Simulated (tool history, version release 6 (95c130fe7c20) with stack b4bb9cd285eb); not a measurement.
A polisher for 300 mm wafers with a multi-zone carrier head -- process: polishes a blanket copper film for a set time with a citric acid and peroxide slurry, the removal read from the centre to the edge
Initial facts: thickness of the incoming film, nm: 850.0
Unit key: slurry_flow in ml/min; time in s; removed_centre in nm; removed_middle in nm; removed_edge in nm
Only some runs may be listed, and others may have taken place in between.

| run | hour | slurry_flow | centre_zone | middle_zone | edge_zone | slurry_solids | time | removed_centre | removed_middle | removed_edge |
|---|---|---|---|---|---|---|---|---|---|---|
| 1 | 0 | 225 | 1 | 1 | 1 | 1 | 62 | 172 | 175.56 | 173.65 |
| 2 | 4 | 260 | 1 | 1 | 1 | 1 | 62 | 172.29 | 178.95 | 173.32 |
| 3 | 5.5 | 245 | 0.95 | 0.94 | 0.96 | 0.85 | 56 | 145.2 | 149.39 | 150.59 |
| 4 | 7.1 | 245 | 0.91 | 0.94 | 0.96 | 0.85 | 56 | 139.76 | 151.08 | 149.5 |
| 5 | 10.8 | 245 | 0.91 | 0.94 | 1.01 | 0.85 | 56 | 139.2 | 150.67 | 154.33 |
| 6 | 16.5 | 225 | 0.89 | 0.9 | 0.98 | 0.75 | 52 | 121.93 | 130.4 | 137.43 |

Run 7, settings as shown, results not yet in. Your forecast:
| 7 | 20.7 | 205 | 0.88 | 0.87 | 0.95 | 0.65 | 50 | ? | ? | ? |

removed_centre: 112.45 nm
removed_middle: 119.59 nm
removed_edge: 127.66 nm

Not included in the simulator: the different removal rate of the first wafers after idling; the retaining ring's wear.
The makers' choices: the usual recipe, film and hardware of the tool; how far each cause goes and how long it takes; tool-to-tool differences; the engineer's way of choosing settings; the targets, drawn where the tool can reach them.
